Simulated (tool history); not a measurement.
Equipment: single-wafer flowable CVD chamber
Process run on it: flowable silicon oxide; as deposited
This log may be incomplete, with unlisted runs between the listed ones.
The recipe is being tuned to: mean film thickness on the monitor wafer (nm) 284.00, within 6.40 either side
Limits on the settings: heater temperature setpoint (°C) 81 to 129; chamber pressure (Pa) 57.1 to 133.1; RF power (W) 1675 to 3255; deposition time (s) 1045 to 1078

run    day  heater temperature setpoint (°C)  chamber pressure (Pa)  RF power (W)  deposition time (s)  mean film thickness on the monitor wafer (nm)
  1  0.000                               105                   95.1          2465                 1045                                         507.66
  2  0.162                               111                   95.1          2465                 1045                                         413.10
  3  0.542                               111                   95.1          2285                 1045                                         405.20
  4  0.804                               111                  103.7          2285                 1045                                         443.96
  5  0.846                               111                  103.7          2285                 1078                                         457.61
  6  1.096                               111                  103.7          2110                 1078                                         449.17
  7  1.175                               113                  103.7          2110                 1078                                         425.27
  8  1.533                               125                  103.3          2110                 1078                                         295.03

5 candidate next runs follow, results not yet known. Just one meets every target within its allowed miss. Identify it.
  A  1.892                               123                  102.5          1950                 1078                                              ?
  B  1.892                               122                  100.0          2205                 1049                                              ?
  C  1.892                               124                   93.5          2410                 1078                                              ?
  D  1.892                               125                  104.7          2020                 1078                                              ?
  E  1.892                               128                  114.5          2310                 1049                                              ?

move  mean film thickness on the monitor wafer (nm)
   A                                         303.89
   B                                         304.75
   C                                         281.78
   D                                         295.66
   E                                         297.28
A: lands further from the targets than the last run did
B: lands further from the targets than the last run did
C: every result within its allowed miss
D: lands further from the targets than the last run did
E: lands further from the targets than the last run did
So the answer is move C, the one that meets all the targets.
